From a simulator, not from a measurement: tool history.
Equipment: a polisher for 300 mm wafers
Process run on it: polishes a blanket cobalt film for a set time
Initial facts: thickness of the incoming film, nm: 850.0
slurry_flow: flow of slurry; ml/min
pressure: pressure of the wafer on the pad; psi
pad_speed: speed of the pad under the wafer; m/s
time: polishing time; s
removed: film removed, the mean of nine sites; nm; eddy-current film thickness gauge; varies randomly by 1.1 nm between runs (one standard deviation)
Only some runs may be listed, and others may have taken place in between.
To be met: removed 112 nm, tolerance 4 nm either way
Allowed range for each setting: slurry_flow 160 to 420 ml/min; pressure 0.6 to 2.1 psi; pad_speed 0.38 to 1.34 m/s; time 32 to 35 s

run,day,slurry_flow,pressure,pad_speed,time,removed
1,0,270,1.3,0.86,35,73.994
2,0.112,270,1.4,0.86,35,79.01
3,0.146,270,1.4,0.86,32,72.019
4,0.383,270,1.4,0.94,32,79.324
5,0.7,270,1.5,0.94,32,83.769
6,0.929,270,1.6,0.94,32,89.238
7,1.267,270,1.7,0.94,32,94.901
8,1.479,270,1.8,0.94,32,100.81
9,1.683,270,1.9,0.94,32,104.29

Pick the move, out of 5, that brings all results within their allowed miss; only one does.
A,1.888,275,1.8,1,33,?
B,1.888,185,1.8,1.12,34,?
C,1.888,280,2.1,0.78,34,?
D,1.888,275,1.8,0.84,34,?
E,1.888,285,1.8,1.12,33,?

move,removed
A,111.55
B,121.65
C,105.22
D,97.019
E,125.06
A: meets every target
B: takes the result that was furthest off past its target
C: nearer than the last run, and not there yet
D: lands further from the targets than the last run did
E: takes the result that was furthest off past its target
Correct choice: A, which meets every target
